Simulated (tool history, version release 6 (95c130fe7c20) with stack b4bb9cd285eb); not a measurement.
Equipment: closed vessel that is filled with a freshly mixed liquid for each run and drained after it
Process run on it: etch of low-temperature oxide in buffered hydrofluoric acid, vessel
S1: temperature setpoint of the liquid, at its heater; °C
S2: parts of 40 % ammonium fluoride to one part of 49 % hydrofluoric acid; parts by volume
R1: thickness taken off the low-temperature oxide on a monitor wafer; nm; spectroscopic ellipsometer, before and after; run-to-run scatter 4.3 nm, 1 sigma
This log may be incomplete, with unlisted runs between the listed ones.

{"run": 1, "hour": 0.0, "S1": 20, "S2": 22.5, "time in the liquid (s)": 105, "R1": 286.3}
{"run": 2, "hour": 2.3, "S1": 20, "S2": 27.5, "time in the liquid (s)": 105, "R1": 245.49}
{"run": 3, "hour": 9.0, "S1": 20, "S2": 27.5, "time in the liquid (s)": 115, "R1": 271.09}
{"run": 4, "hour": 10.5, "S1": 17.5, "S2": 27.5, "time in the liquid (s)": 115, "R1": 234.69}
{"run": 5, "hour": 12.7, "S1": 19.5, "S2": 26.5, "time in the liquid (s)": 115, "R1": 263.48}
{"run": 6, "hour": 21.0, "S1": 17.5, "S2": 26.5, "time in the liquid (s)": 115, "R1": 237.88}
{"run": 7, "hour": 29.5, "S1": 19.5, "S2": 25.5, "time in the liquid (s)": 115, "R1": 273.66}
{"run": 8, "hour": 30.5, "S1": 19.5, "S2": 25.5, "time in the liquid (s)": 115, "R1": 277.57}

Run 9, settings as shown, results not yet in. Your forecast:
{"run": 9, "hour": 35.9, "S1": 23.5, "S2": 19, "time in the liquid (s)": 115, "R1": "?"}

{"run 9": {"R1": 424.36}}

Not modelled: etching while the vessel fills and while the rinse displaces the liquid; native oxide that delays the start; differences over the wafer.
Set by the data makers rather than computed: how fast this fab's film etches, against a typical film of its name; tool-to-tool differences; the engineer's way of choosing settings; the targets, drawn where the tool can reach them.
